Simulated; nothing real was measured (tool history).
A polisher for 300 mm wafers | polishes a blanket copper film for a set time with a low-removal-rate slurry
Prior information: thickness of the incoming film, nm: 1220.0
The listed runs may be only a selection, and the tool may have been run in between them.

run	hour	flow of slurry (ml/min)	pressure of the wafer on the pad (kPa)	speed of the pad under the wafer (cm/s)	abrasive content of the slurry	polishing time (s)	film removed (Å)
1	0	130	20	106	1	43	1297.7
2	5.9	130	20	106	1	43	1290.7
3	14	130	20	92	1	43	1142.1
4	15.1	120	15.9	84	1	43	815.71
5	19.7	120	13.1	84	1	43	676.86
6	20.7	105	13.1	84	1	43	657.97

Forecast run 7:
7	27.8	100	11.7	84	1	43	?

{"run 7": {"film removed (Å)": 584.79}}

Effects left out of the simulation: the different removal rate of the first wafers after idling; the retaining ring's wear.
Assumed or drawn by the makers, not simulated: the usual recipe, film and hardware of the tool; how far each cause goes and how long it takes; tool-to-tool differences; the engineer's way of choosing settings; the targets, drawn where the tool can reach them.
